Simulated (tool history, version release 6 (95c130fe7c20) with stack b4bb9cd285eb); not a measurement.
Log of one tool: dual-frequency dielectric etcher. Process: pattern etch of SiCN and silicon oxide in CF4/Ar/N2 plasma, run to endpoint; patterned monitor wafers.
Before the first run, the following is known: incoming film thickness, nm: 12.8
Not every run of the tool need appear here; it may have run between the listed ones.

run,hour,source power (W),bias power (W),Ar flow (sccm),CF4 flow (sccm),endpoint time (s)
1,0,320,95,126,84,16.738
2,1.1,320,95,126,75,16.673
3,2.2,300,95,126,75,17.671
4,4.4,300,95,126,83,17.421
5,6.5,330,95,126,83,16.121
6,12.7,310,94,126,83,17.342

What does the tool deliver on the next run?
7,15.4,250,92,126,83,?

Run 7 measured endpoint time (s) 20.324.
